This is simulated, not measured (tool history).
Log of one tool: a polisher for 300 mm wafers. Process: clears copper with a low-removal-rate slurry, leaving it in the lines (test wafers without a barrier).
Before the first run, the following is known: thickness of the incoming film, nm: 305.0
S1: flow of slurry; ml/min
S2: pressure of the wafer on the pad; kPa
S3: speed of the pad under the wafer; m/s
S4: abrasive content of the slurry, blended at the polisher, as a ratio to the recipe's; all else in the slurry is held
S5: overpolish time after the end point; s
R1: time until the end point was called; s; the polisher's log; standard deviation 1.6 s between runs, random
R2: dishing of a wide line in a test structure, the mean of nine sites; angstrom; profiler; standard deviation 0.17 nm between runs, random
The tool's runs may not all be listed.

| run | hour | S1 | S2 | S3 | S4 | S5 | R1 | R2 |
|---|---|---|---|---|---|---|---|---|
| 1 | 0.0 | 245 | 19.3 | 1.04 | 1.00 | 9 | 111.040 | 159.43 |
| 2 | 2.2 | 245 | 19.3 | 1.04 | 1.20 | 9 | 110.280 | 162.31 |
| 3 | 4.9 | 285 | 19.3 | 1.04 | 1.20 | 9 | 110.220 | 158.40 |
| 4 | 6.0 | 250 | 19.3 | 1.04 | 1.20 | 9 | 107.830 | 160.37 |
| 5 | 7.5 | 250 | 22.8 | 1.04 | 1.20 | 9 | 93.724 | 187.55 |
| 6 | 15.9 | 250 | 22.8 | 1.04 | 1.00 | 9 | 96.452 | 185.37 |

Estimate the outcome of run 7 from the log above:
| 7 | 18.7 | 270 | 20.7 | 1.10 | 1.05 | 8 | ? | ? |

{"run 7": {"R1": 99.782, "R2": 163.28}}
